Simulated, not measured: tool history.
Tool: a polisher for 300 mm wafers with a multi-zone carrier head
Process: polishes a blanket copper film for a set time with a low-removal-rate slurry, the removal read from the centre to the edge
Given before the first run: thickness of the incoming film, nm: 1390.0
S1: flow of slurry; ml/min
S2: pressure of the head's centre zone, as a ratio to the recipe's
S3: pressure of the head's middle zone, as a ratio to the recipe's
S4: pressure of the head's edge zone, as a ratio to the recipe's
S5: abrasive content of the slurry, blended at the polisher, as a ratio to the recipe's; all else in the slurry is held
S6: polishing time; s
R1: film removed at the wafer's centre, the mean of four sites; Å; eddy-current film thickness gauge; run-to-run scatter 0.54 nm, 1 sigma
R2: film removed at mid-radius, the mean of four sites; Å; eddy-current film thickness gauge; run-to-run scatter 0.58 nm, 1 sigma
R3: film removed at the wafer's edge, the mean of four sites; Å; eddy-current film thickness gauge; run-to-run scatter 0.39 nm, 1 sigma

Run 1, day 0.000: S1 165 ml/min, S2 1.00, S3 1.00, S4 1.00, S5 1.00, S6 43 s. Result: R1 906.36 Å, R2 920.99 Å, R3 942.29 Å.
Run 2, day 0.054: S1 165 ml/min, S2 1.00, S3 1.00, S4 1.00, S5 0.90, S6 43 s. Result: R1 895.44 Å, R2 914.30 Å, R3 914.01 Å.
Run 3, day 0.175: S1 135 ml/min, S2 1.00, S3 1.00, S4 1.00, S5 0.90, S6 43 s. Result: R1 856.06 Å, R2 854.84 Å, R3 905.09 Å.
Run 4, day 0.238: S1 135 ml/min, S2 1.00, S3 1.00, S4 1.05, S5 0.90, S6 43 s. Result: R1 852.29 Å, R2 873.77 Å, R3 896.89 Å.
Run 5, day 0.562: S1 135 ml/min, S2 1.04, S3 1.02, S4 1.05, S5 0.80, S6 36 s. Result: R1 726.44 Å, R2 706.46 Å, R3 736.36 Å.
Run 6, day 0.621: S1 100 ml/min, S2 1.04, S3 1.02, S4 1.05, S5 0.80, S6 36 s. Result: R1 644.45 Å, R2 643.13 Å, R3 700.48 Å.
Run 7, day 0.892: S1 115 ml/min, S2 1.07, S3 1.07, S4 1.02, S5 0.70, S6 32 s. Result: R1 592.16 Å, R2 605.44 Å, R3 600.47 Å.
Run 8, day 0.942: S1 115 ml/min, S2 1.10, S3 1.08, S4 0.98, S5 0.65, S6 31 s. Result: R1 586.84 Å, R2 577.43 Å, R3 563.59 Å.
Run 9, day 0.983: S1 115 ml/min, S2 1.12, S3 1.09, S4 0.95, S5 0.60, S6 30 s. Result: R1 550.60 Å, R2 550.35 Å, R3 513.88 Å.
Run 10, day 1.171: S1 110 ml/min, S2 1.13, S3 1.08, S4 0.93, S5 0.60, S6 30 s. Result: R1 553.24 Å, R2 542.60 Å, R3 518.40 Å.

What will run 11 give?
At day 1.438: edge zone pressure recalibrated.
Run 11, day 1.438: S1 110 ml/min, S2 1.15, S3 1.08, S4 0.91, S5 0.55, S6 30 s. Result: R1 ?, R2 ?, R3 ?.

{"run 11": {"R1": 552.1, "R2": 518.39, "R3": 482.14}}

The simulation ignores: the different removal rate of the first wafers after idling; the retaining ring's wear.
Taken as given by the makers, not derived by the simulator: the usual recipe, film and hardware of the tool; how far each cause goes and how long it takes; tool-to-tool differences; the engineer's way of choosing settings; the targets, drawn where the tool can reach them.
